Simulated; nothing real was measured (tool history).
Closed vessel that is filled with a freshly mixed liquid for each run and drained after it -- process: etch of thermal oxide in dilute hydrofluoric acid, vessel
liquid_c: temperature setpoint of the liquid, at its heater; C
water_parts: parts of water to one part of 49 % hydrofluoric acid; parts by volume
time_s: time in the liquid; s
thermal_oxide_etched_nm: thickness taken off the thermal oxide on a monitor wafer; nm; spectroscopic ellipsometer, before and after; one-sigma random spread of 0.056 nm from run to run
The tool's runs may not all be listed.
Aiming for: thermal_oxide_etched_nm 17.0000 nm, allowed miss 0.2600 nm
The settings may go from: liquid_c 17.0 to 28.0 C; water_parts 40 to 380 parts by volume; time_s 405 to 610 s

run 1 day=0.000 | liquid_c=20.0 water_parts=210 time_s=610 | thermal_oxide_etched_nm=9.7346
run 2 day=0.146 | liquid_c=20.0 water_parts=210 time_s=610 | thermal_oxide_etched_nm=9.7950
run 3 day=0.479 | liquid_c=21.5 water_parts=200 time_s=610 | thermal_oxide_etched_nm=10.9950
run 4 day=0.808 | liquid_c=21.5 water_parts=230 time_s=610 | thermal_oxide_etched_nm=9.2239
run 5 day=0.950 | liquid_c=23.0 water_parts=215 time_s=610 | thermal_oxide_etched_nm=10.6550
run 6 day=1.067 | liquid_c=23.0 water_parts=215 time_s=610 | thermal_oxide_etched_nm=10.6690
run 7 day=1.396 | liquid_c=24.0 water_parts=205 time_s=610 | thermal_oxide_etched_nm=11.5850
run 8 day=1.650 | liquid_c=28.0 water_parts=150 time_s=610 | thermal_oxide_etched_nm=19.7880
run 9 day=1.721 | liquid_c=27.5 water_parts=150 time_s=610 | thermal_oxide_etched_nm=19.2930
run 10 day=2.112 | liquid_c=27.0 water_parts=150 time_s=610 | thermal_oxide_etched_nm=18.9580
run 11 day=2.304 | liquid_c=26.5 water_parts=150 time_s=610 | thermal_oxide_etched_nm=18.5060
run 12 day=2.525 | liquid_c=26.0 water_parts=150 time_s=610 | thermal_oxide_etched_nm=18.3080
run 13 day=2.929 | liquid_c=25.5 water_parts=150 time_s=610 | thermal_oxide_etched_nm=18.0130
run 14 day=3.108 | liquid_c=25.0 water_parts=150 time_s=610 | thermal_oxide_etched_nm=17.6590

Consider the 4 candidate settings below. Which is the only one whose results all fall within their allowed miss of target?
run A day=3.288 | liquid_c=26.0 water_parts=165 time_s=610 | thermal_oxide_etched_nm=?
run B day=3.288 | liquid_c=25.5 water_parts=160 time_s=600 | thermal_oxide_etched_nm=?
run C day=3.288 | liquid_c=20.5 water_parts=125 time_s=605 | thermal_oxide_etched_nm=?
run D day=3.288 | liquid_c=24.0 water_parts=150 time_s=610 | thermal_oxide_etched_nm=?

move=A thermal_oxide_etched_nm=16.3930
move=B thermal_oxide_etched_nm=16.4180
move=C thermal_oxide_etched_nm=18.1550
move=D thermal_oxide_etched_nm=17.0180
A: carries the result that was furthest off beyond its target, to the other side
B: carries the result that was furthest off beyond its target, to the other side
C: lands further from the targets than the last run did
D: every result within its allowed miss
So the answer is move D, the one that meets all the targets.
